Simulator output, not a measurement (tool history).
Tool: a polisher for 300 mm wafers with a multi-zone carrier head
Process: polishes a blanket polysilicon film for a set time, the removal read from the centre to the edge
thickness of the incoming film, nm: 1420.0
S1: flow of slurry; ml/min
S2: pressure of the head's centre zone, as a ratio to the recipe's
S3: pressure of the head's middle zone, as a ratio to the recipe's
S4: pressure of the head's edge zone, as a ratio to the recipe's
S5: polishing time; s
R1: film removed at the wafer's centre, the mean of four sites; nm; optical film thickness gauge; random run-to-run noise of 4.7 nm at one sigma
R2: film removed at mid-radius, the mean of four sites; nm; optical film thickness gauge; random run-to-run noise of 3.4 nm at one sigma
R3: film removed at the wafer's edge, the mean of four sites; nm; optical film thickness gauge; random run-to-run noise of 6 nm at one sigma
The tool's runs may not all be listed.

Run 1, day 0.000: S1 265 ml/min, S2 1.00, S3 1.00, S4 1.00, S5 67 s. Result: R1 500.23 nm, R2 503.70 nm, R3 518.26 nm.
Run 2, day 0.058: S1 265 ml/min, S2 1.05, S3 1.00, S4 1.00, S5 67 s. Result: R1 529.30 nm, R2 501.67 nm, R3 522.00 nm.
Run 3, day 0.375: S1 265 ml/min, S2 1.11, S3 1.00, S4 1.00, S5 67 s. Result: R1 565.48 nm, R2 502.24 nm, R3 517.94 nm.
Run 4, day 0.558: S1 265 ml/min, S2 1.11, S3 1.00, S4 1.00, S5 56 s. Result: R1 481.81 nm, R2 423.01 nm, R3 439.49 nm.
Run 5, day 0.804: S1 265 ml/min, S2 1.11, S3 1.00, S4 1.00, S5 46 s. Result: R1 387.97 nm, R2 346.14 nm, R3 356.44 nm.
At day 0.888: slurry nozzle cleaned.
Run 6, day 0.888: S1 275 ml/min, S2 1.11, S3 1.02, S4 1.04, S5 47 s. Result: R1 421.29 nm, R2 389.68 nm, R3 395.47 nm.
Run 7, day 0.938: S1 275 ml/min, S2 1.10, S3 1.02, S4 1.05, S5 47 s. Result: R1 413.94 nm, R2 381.36 nm, R3 390.17 nm.

What does the tool deliver on the next run?
Run 8, day 1.162: S1 280 ml/min, S2 1.09, S3 1.02, S4 1.07, S5 47 s. Result: R1 ?, R2 ?, R3 ?.

R1: 424.83 nm
R2: 385.81 nm
R3: 398.11 nm

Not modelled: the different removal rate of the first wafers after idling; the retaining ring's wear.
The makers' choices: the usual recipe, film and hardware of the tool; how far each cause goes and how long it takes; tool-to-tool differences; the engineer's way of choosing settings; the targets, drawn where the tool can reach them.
